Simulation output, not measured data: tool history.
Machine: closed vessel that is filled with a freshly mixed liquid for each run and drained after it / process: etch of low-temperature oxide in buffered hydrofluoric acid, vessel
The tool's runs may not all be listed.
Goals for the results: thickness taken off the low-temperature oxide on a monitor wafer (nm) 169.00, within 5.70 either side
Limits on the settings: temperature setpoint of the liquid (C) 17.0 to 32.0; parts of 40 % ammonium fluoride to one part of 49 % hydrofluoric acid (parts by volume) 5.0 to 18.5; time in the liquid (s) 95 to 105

| run | day | temperature setpoint of the liquid (C) | parts of 40 % ammonium fluoride to one part of 49 % hydrofluoric acid (parts by volume) | time in the liquid (s) | thickness taken off the low-temperature oxide on a monitor wafer (nm) |
|---|---|---|---|---|---|
| 1 | 0.000 | 24.0 | 11.5 | 95 | 273.21 |
| 2 | 0.142 | 23.0 | 11.5 | 95 | 253.54 |
| 3 | 0.275 | 22.0 | 11.5 | 95 | 240.24 |
| 4 | 0.567 | 21.5 | 11.5 | 95 | 233.64 |
| 5 | 0.904 | 21.5 | 11.5 | 105 | 259.63 |
| 6 | 1.246 | 21.0 | 11.5 | 105 | 254.78 |
| 7 | 1.558 | 20.5 | 12.0 | 105 | 240.26 |
| 8 | 1.883 | 17.0 | 14.5 | 105 | 162.91 |

4 candidate next runs follow, results not yet known. Just one meets every target within its allowed miss. Identify it.
| A | 2.208 | 17.0 | 12.5 | 95 | ? |
| B | 2.208 | 17.0 | 13.5 | 95 | ? |
| C | 2.208 | 20.5 | 15.5 | 105 | ? |
| D | 2.208 | 17.0 | 14.5 | 100 | ? |

| move | thickness taken off the low-temperature oxide on a monitor wafer (nm) |
|---|---|
| A | 166.35 |
| B | 154.25 |
| C | 181.40 |
| D | 151.36 |
A: all results land within tolerance of their targets
B: its largest miss is bigger than the last run's
C: moves the result that the last run missed by most past its target, out the other side
D: its largest miss is bigger than the last run's
Go with A: it meets all targets.

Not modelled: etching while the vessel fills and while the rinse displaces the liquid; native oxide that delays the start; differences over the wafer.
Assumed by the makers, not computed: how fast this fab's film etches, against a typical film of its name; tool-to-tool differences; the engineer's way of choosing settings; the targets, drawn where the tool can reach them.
